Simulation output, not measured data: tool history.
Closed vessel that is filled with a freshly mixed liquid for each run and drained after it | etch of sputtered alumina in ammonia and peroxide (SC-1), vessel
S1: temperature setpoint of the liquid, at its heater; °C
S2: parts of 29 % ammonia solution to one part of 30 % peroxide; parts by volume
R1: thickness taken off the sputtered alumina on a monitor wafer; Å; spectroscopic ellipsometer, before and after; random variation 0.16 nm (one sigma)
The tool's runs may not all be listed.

run 1 hour=0 | S1=56 S2=0.7 time_in_the_liquid_(s)=395 | R1=360.69
run 2 hour=7.6 | S1=56 S2=0.7 time_in_the_liquid_(s)=395 | R1=361.94
run 3 hour=13.3 | S1=49 S2=0.7 time_in_the_liquid_(s)=395 | R1=248.97
run 4 hour=15.8 | S1=49 S2=0.7 time_in_the_liquid_(s)=395 | R1=249.76
run 5 hour=21.3 | S1=49 S2=0.7 time_in_the_liquid_(s)=420 | R1=266.05
run 6 hour=27.3 | S1=48 S2=0.7 time_in_the_liquid_(s)=420 | R1=249.27
run 7 hour=35.6 | S1=47 S2=0.7 time_in_the_liquid_(s)=420 | R1=237.98
run 8 hour=38.5 | S1=47 S2=0.7 time_in_the_liquid_(s)=420 | R1=239.75
run 9 hour=39.6 | S1=47 S2=0.7 time_in_the_liquid_(s)=420 | R1=235.51
run 10 hour=46.1 | S1=46 S2=0.7 time_in_the_liquid_(s)=420 | R1=225.54
run 11 hour=54.2 | S1=45.5 S2=0.7 time_in_the_liquid_(s)=420 | R1=218.59
run 12 hour=60.5 | S1=45 S2=0.7 time_in_the_liquid_(s)=420 | R1=211.13

Forecast run 13:
run 13 hour=61.7 | S1=44.5 S2=0.7 time_in_the_liquid_(s)=420 | R1=?

R1: 204.31 Å
